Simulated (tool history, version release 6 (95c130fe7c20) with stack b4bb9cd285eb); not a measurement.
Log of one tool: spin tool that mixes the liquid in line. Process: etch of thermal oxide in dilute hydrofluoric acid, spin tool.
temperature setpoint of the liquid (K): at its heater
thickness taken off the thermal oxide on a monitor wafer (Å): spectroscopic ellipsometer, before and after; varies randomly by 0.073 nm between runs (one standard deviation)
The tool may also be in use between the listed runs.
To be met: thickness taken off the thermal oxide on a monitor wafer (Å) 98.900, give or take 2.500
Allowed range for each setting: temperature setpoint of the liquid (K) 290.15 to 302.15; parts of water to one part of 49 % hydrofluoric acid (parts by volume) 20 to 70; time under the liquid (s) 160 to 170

run	hour	temperature setpoint of the liquid (K)	parts of water to one part of 49 % hydrofluoric acid (parts by volume)	time under the liquid (s)	thickness taken off the thermal oxide on a monitor wafer (Å)
1	0.0	294.15	40	160	149.600
2	2.9	296.15	40	160	163.540
3	7.3	294.65	40	160	156.220
4	8.0	293.65	40	160	145.030
5	14.7	292.65	40	160	140.670
6	21.4	294.65	40	160	152.880
7	24.8	293.65	40	160	147.300
8	33.5	292.65	40	160	142.020
9	36.1	292.15	40	160	138.800
10	43.8	291.65	40	160	136.730
11	51.0	291.15	40	160	133.810
12	59.8	290.65	45	160	113.420

Which single option among these 5 for the next run brings every result within its allowed miss of target? Just one does.
A	68.6	290.65	55	160	?
B	68.6	293.65	55	160	?
C	68.6	292.15	45	160	?
D	68.6	290.65	55	170	?
E	68.6	290.65	45	170	?

move	thickness taken off the thermal oxide on a monitor wafer (Å)
A	93.395
B	106.110
C	123.260
D	99.233
E	122.770
A: pushes the last run's worst result past its target
B: nearer than the last run, and not there yet
C: moves away from the targets compared with the last run
D: hits every target within its allowed miss
E: moves away from the targets compared with the last run
D is the move that brings every result within its allowed miss.
